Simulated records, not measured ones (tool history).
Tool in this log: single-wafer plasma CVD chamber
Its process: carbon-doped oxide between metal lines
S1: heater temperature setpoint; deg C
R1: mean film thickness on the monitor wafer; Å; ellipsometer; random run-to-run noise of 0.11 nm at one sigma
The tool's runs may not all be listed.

run 1 hour=0.0 | S1=330 chamber_pressure_(Pa)=529 RF_power_(W)=570 deposition_time_(s)=7.14 | R1=414.83
run 2 hour=3.4 | S1=330 chamber_pressure_(Pa)=529 RF_power_(W)=490 deposition_time_(s)=7.14 | R1=365.93
run 3 hour=8.8 | S1=330 chamber_pressure_(Pa)=529 RF_power_(W)=415 deposition_time_(s)=7.14 | R1=306.00
run 4 hour=12.7 | S1=330 chamber_pressure_(Pa)=481 RF_power_(W)=415 deposition_time_(s)=7.14 | R1=303.95
run 5 hour=18.6 | S1=330 chamber_pressure_(Pa)=421 RF_power_(W)=415 deposition_time_(s)=7.14 | R1=299.69
run 6 hour=20.1 | S1=330 chamber_pressure_(Pa)=453 RF_power_(W)=415 deposition_time_(s)=7.14 | R1=303.07
run 7 hour=21.4 | S1=327 chamber_pressure_(Pa)=481 RF_power_(W)=455 deposition_time_(s)=7.14 | R1=339.22

For run 8, what comes out?
run 8 hour=24.1 | S1=315 chamber_pressure_(Pa)=587 RF_power_(W)=535 deposition_time_(s)=7.14 | R1=?

Run 8 yielded R1 418.96 Å.

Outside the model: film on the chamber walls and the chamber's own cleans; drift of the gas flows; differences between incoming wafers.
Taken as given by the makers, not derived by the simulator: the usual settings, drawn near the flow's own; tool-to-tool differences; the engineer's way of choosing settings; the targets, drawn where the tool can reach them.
